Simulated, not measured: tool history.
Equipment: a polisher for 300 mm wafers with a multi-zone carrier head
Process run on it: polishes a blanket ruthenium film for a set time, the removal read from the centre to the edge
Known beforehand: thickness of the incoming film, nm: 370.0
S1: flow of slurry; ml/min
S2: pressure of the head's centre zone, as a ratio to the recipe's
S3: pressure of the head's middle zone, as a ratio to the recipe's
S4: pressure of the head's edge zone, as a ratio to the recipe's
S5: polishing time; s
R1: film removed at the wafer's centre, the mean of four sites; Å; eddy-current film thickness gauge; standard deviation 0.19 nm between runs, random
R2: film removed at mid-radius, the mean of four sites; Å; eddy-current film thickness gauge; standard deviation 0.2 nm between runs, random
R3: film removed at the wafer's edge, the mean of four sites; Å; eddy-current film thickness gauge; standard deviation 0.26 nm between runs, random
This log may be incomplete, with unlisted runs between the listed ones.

| run | day | S1 | S2 | S3 | S4 | S5 | R1 | R2 | R3 |
|---|---|---|---|---|---|---|---|---|---|
| 1 | 0 | 235 | 1 | 1 | 1 | 67 | 405.48 | 404.02 | 412.46 |
| 2 | 0.121 | 235 | 1.04 | 1 | 1 | 67 | 413.71 | 399.13 | 416.29 |
| 3 | 0.267 | 235 | 1.04 | 1 | 1.07 | 67 | 413.1 | 409.3 | 428.17 |
| 4 | 0.338 | 215 | 1.04 | 1 | 1.07 | 67 | 411.14 | 395.75 | 418.98 |
| 5 | 0.667 | 205 | 1.05 | 1 | 1.04 | 62 | 387.83 | 368.17 | 382.23 |
| 6 | 0.867 | 195 | 1.05 | 0.99 | 1.02 | 58 | 357.31 | 333.49 | 356.26 |
| 7 | 1.067 | 190 | 1.06 | 1 | 0.99 | 55 | 339.59 | 324.14 | 333.65 |
| 8 | 1.275 | 185 | 1.07 | 0.99 | 0.97 | 52 | 321.64 | 304.8 | 315.65 |
| 9 | 1.554 | 180 | 1.09 | 0.99 | 0.95 | 50 | 310.45 | 286.97 | 290.93 |

Forecast run 10:
| 10 | 1.929 | 150 | 1.08 | 0.89 | 0.85 | 44 | ? | ? | ? |

Run 10 came out at R1 261.88 Å, R2 224.06 Å, R3 240.37 Å.

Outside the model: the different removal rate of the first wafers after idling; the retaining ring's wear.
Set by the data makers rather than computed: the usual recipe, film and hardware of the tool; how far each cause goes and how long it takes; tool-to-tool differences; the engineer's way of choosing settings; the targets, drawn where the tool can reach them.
